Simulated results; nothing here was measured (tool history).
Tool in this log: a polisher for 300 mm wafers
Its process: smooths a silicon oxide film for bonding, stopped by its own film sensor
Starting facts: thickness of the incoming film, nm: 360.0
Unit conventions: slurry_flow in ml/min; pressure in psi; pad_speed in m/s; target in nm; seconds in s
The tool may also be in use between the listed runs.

run  hour  slurry_flow  pressure  pad_speed  slurry_solids  target  seconds
  1     0          285       2.4       0.98              1     322   53.589
  2   6.4          285       2.4       0.98              1     322   52.948
  3  12.4          285       2.4       0.98              1     322   52.363
  4    14          285       2.8       1.04              1     322   43.615
  5  15.2          285       2.8       1.04            0.9     322   46.316
  6  17.6          285       2.2       1.04            0.9     322    58.79

Estimate the outcome of run 7 from the log above:
  7  20.8          285       2.6       1.14            0.9     322        ?

seconds: 45.905 s
